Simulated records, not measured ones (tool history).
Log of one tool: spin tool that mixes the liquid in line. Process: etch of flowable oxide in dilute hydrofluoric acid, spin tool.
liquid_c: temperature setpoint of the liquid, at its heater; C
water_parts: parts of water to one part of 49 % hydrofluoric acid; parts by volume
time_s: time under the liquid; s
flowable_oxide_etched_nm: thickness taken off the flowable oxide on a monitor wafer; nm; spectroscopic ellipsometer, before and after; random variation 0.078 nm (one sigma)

| run | hour | liquid_c | water_parts | time_s | flowable_oxide_etched_nm |
|---|---|---|---|---|---|
| 1 | 0 | 21 | 70 | 125 | 30.638 |
| 2 | 3 | 21 | 70 | 135 | 32.871 |
| 3 | 4.9 | 20.5 | 75 | 135 | 30.038 |
| 4 | 13.3 | 20.5 | 75 | 125 | 27.979 |
| 5 | 15.5 | 20.5 | 75 | 125 | 27.783 |
| 6 | 20.4 | 20.5 | 75 | 125 | 27.878 |

Run 7 comes next. What will it give?
|  | 21.8 | thermometer replaced |
| 7 | 21.8 | 20 | 75 | 125 | ? |

{"run 7": {"flowable_oxide_etched_nm": 29.361}}
